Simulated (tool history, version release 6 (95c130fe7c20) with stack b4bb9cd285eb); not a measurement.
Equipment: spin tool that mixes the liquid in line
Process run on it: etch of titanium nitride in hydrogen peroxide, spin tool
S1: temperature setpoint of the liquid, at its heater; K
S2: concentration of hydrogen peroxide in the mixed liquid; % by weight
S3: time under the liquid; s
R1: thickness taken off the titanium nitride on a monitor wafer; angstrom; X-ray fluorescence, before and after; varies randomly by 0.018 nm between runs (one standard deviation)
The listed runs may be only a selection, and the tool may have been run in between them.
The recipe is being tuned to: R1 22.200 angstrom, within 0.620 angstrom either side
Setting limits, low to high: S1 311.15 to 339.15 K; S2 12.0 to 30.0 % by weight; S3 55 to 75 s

Run 1, hour 0.0: S1 327.15 K, S2 22.0 % by weight, S3 75 s. Result: R1 65.282 angstrom.
Run 2, hour 3.0: S1 327.15 K, S2 24.0 % by weight, S3 75 s. Result: R1 66.841 angstrom.
Run 3, hour 4.0: S1 324.65 K, S2 24.0 % by weight, S3 75 s. Result: R1 55.729 angstrom.
Run 4, hour 7.0: S1 320.65 K, S2 24.0 % by weight, S3 75 s. Result: R1 41.566 angstrom.
At hour 12.2: thermometer replaced.
Run 5, hour 12.2: S1 320.65 K, S2 20.5 % by weight, S3 75 s. Result: R1 34.595 angstrom.
Run 6, hour 19.0: S1 320.65 K, S2 20.5 % by weight, S3 55 s. Result: R1 25.748 angstrom.
Run 7, hour 26.2: S1 320.15 K, S2 20.5 % by weight, S3 55 s. Result: R1 24.847 angstrom.
Run 8, hour 33.5: S1 319.65 K, S2 20.5 % by weight, S3 55 s. Result: R1 24.068 angstrom.

Which single option among these 5 for the next run brings every result within its allowed miss of target? Just one does.
Run A, hour 40.8: S1 317.15 K, S2 19.5 % by weight, S3 75 s. Result: R1 ?.
Run B, hour 40.8: S1 318.65 K, S2 21.5 % by weight, S3 65 s. Result: R1 ?.
Run C, hour 40.8: S1 318.15 K, S2 18.0 % by weight, S3 55 s. Result: R1 ?.
Run D, hour 40.8: S1 319.15 K, S2 17.5 % by weight, S3 55 s. Result: R1 ?.
Run E, hour 40.8: S1 322.15 K, S2 13.5 % by weight, S3 55 s. Result: R1 ?.

move      R1
   A  26.892
   B  26.620
   C  20.892
   D  22.369
   E  26.392
A: its largest miss is bigger than the last run's
B: its largest miss is bigger than the last run's
C: pushes the last run's worst result past its target
D: meets every target
E: its largest miss is bigger than the last run's
So the answer is move D, the one that meets all the targets.
